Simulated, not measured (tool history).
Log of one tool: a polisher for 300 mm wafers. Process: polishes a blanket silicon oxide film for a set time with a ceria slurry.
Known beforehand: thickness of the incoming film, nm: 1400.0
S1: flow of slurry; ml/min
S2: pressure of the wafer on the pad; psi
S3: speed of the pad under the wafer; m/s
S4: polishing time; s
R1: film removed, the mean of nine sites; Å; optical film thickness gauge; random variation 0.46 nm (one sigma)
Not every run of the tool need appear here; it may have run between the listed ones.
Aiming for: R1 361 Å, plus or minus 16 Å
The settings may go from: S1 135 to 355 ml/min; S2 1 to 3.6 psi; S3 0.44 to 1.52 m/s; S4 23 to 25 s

run	hour	S1	S2	S3	S4	R1
1	0	225	2.3	0.98	25	801.92
2	8.8	225	2.3	0.78	25	618.28
3	16.1	225	2.1	0.78	25	584.64
4	19.8	225	2.1	0.78	23	546.77
5	23.4	225	2	0.78	23	517.21
6	25.3	225	2	0.78	23	506.18
7	28.9	225	1.9	0.78	23	487.23
8	31.5	225	1.8	0.78	23	465.65
9	40.1	225	1.7	0.78	23	450.28
10	41.2	225	1.6	0.78	23	411.34
11	49.6	225	1.5	0.78	23	386.77

Next run, 5 choices. One meets every target within its allowed miss, the rest don't. Which?
A	58	185	1.5	0.9	23	?
B	58	220	1.8	0.64	25	?
C	58	215	1.5	0.66	25	?
D	58	195	1.6	0.82	23	?
E	58	190	1.4	0.84	25	?

move	R1
A	437.71
B	414.54
C	357.76
D	427.55
E	417.77
A: moves away from the targets compared with the last run
B: moves away from the targets compared with the last run
C: every result lands within tolerance
D: moves away from the targets compared with the last run
E: moves away from the targets compared with the last run
C is the move that brings every result within its allowed miss.

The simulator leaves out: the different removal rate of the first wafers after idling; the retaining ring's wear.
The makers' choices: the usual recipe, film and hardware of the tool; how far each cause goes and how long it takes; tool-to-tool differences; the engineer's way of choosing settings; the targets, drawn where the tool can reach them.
